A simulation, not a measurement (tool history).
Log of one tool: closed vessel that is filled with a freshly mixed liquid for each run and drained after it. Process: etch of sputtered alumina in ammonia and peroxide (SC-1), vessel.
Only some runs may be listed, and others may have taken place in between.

run	hour	temperature setpoint of the liquid (°C)	parts of 29 % ammonia solution to one part of 30 % peroxide (parts by volume)	time in the liquid (s)	thickness taken off the sputtered alumina on a monitor wafer (angstrom)
1	0	50	0.45	715	672.74
2	2.1	50	0.3	715	649.95
3	4.4	50	0.3	715	636.37
4	7.5	50	0.25	715	630.24
5	16.3	43	0.25	715	421.98
6	23.8	43	0.25	775	460.23

Run 7, settings as shown, results not yet in. Your forecast:
7	29.7	42.5	0.25	775	?

thickness taken off the sputtered alumina on a monitor wafer (angstrom): 448.98

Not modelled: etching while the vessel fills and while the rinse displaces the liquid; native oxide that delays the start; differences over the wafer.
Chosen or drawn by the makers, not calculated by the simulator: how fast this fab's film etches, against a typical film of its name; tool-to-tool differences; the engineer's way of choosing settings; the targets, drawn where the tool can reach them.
